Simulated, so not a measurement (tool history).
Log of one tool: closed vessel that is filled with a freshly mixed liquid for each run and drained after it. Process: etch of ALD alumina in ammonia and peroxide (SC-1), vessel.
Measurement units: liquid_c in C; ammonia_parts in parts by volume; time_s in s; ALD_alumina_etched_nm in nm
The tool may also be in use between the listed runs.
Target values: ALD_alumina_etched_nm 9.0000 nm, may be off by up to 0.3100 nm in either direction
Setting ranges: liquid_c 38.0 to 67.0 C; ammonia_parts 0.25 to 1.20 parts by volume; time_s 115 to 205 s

run  hour  liquid_c  ammonia_parts  time_s  ALD_alumina_etched_nm
  1   0.0      51.0           0.95     205                11.4850
  2   6.9      50.5           0.95     205                11.4990
  3  11.0      50.5           0.75     205                11.2040
  4  20.2      50.5           0.95     205                11.2120
  5  28.0      50.5           0.95     115                 6.2392
  6  34.4      51.0           0.95     115                 6.5447
  7  41.5      52.5           0.95     115                 7.1480
  8  46.1      52.5           0.90     115                 7.0166
  9  48.5      52.5           0.90     115                 7.0602
 10  53.2      52.0           0.85     120                 7.0863
 11  57.5      52.0           0.85     125                 7.4132
 12  61.6      52.0           0.85     130                 7.7603

Next run, 5 choices. One meets every target within its allowed miss, the rest don't. Which?
  A  65.7      46.5           0.90     185                      ?
  B  65.7      53.5           1.20     150                      ?
  C  65.7      48.5           0.65     205                      ?
  D  65.7      51.0           0.85     160                      ?
  E  65.7      52.5           0.65     115                      ?

move  ALD_alumina_etched_nm
   A                 8.0764
   B                 9.8898
   C                 9.7038
   D                 8.9166
   E                 6.7779
A: gains on the last run, yet a result remains outside its allowed miss
B: pushes the last run's worst result past its target
C: pushes the last run's worst result past its target
D: each result inside its tolerance
E: misses by more than the last run did
The move that meets every target is D.

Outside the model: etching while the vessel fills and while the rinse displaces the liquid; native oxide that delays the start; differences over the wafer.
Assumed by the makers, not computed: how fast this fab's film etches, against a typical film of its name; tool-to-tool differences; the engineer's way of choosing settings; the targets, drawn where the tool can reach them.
